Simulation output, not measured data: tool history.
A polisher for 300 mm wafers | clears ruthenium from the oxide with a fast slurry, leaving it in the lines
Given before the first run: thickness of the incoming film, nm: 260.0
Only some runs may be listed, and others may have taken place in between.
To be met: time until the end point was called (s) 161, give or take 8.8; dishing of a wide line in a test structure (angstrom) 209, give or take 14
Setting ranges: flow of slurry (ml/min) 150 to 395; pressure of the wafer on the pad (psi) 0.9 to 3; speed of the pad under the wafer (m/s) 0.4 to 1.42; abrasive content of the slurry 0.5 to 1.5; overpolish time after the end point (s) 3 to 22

run	hour	flow of slurry (ml/min)	pressure of the wafer on the pad (psi)	speed of the pad under the wafer (m/s)	abrasive content of the slurry	overpolish time after the end point (s)	time until the end point was called (s)	dishing of a wide line in a test structure (angstrom)
1	0	250	1.9	0.9	1	11	103.58	219.45
2	3.9	210	1.9	0.9	1	11	102.14	213.68
3	11.2	210	1.7	0.9	1	12	114.09	200.2
4	12.4	240	1.7	0.9	1	12	115.54	209.15
5	16.4	180	1.7	0.9	1	12	114.97	198.92
6	18.1	180	1.6	0.9	1	13	124.98	209.73
7	25.4	180	1.5	0.9	1	13	131.17	203.41
8	26.4	180	1.4	0.9	1	13	137.92	185.11
9	33.8	180	1.4	0.9	1	14	134.68	203.92
10	42.4	180	1	0.88	1	17	187.08	180.65
11	47.9	180	1.1	0.88	1	17	176.27	199.15

Next run, 4 choices. One meets every target within its allowed miss, the rest don't. Which?
A	53.4	210	0.9	1.1	1.05	17	?	?
B	53.4	175	1	0.96	1	19	?	?
C	53.4	205	0.9	0.94	1	17	?	?
D	53.4	175	1.1	1.16	0.8	20	?	?

move	time until the end point was called (s)	dishing of a wide line in a test structure (angstrom)
A	167.84	206.94
B	182.68	211.91
C	201.53	175.38
D	160.98	247.94
A: meets every target
B: further off than the last run
C: further off than the last run
D: the furthest-off result lands on target, but another misses its tolerance
A is the move that brings every result within its allowed miss.
